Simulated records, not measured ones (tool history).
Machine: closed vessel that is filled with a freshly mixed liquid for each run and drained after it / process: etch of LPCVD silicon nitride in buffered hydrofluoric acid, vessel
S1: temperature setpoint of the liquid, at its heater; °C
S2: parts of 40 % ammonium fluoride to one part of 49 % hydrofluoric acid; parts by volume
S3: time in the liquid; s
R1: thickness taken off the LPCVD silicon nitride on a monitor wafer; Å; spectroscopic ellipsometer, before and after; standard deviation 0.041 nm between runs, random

run  hour    S1    S2   S3      R1
  1   0.0  22.0  13.5  645  58.964
  2   1.1  21.0  13.5  645  55.935
  3   3.3  21.0  10.5  645  71.070
  4   6.4  21.0  10.5  695  77.436
  5   7.5  19.0  10.5  695  67.609
  6  15.7  20.5  10.5  695  75.242

What will run 7 give?
  7  23.2  19.5  11.0  695   ?

Run 7 measured R1 67.914 Å.
